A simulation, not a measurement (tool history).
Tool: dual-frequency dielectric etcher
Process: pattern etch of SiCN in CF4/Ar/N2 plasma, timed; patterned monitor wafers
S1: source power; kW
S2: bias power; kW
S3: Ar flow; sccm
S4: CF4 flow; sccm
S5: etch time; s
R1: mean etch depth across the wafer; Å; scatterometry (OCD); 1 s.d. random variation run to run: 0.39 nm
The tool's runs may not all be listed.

run 1 hour=0 | S1=0.56 S2=0.093 S3=124 S4=50 S5=76 | R1=801.45
run 2 hour=5.9 | S1=0.55 S2=0.093 S3=124 S4=50 S5=76 | R1=787.86
run 3 hour=7.7 | S1=0.55 S2=0.093 S3=124 S4=50 S5=76 | R1=787.68
run 4 hour=9.7 | S1=0.54 S2=0.093 S3=124 S4=50 S5=76 | R1=782.51
run 5 hour=15.1 | S1=0.59 S2=0.093 S3=124 S4=50 S5=76 | R1=820.5
run 6 hour=15.7 | S1=0.57 S2=0.093 S3=124 S4=50 S5=76 | R1=807.36
run 7 hour=20.3 | S1=0.56 S2=0.093 S3=124 S4=50 S5=76 | R1=803.01
run 8 hour=23.9 | S1=0.55 S2=0.093 S3=124 S4=50 S5=76 | R1=790.16
run 9 hour=29.2 | S1=0.54 S2=0.093 S3=124 S4=50 S5=76 | R1=790.14
run 10 hour=36.1 | S1=0.53 S2=0.093 S3=124 S4=50 S5=76 | R1=775.34

Run 11 is up next; what results do you expect?
run 11 hour=38.6 | S1=0.52 S2=0.093 S3=124 S4=50 S5=76 | R1=?

R1: 757.76 Å

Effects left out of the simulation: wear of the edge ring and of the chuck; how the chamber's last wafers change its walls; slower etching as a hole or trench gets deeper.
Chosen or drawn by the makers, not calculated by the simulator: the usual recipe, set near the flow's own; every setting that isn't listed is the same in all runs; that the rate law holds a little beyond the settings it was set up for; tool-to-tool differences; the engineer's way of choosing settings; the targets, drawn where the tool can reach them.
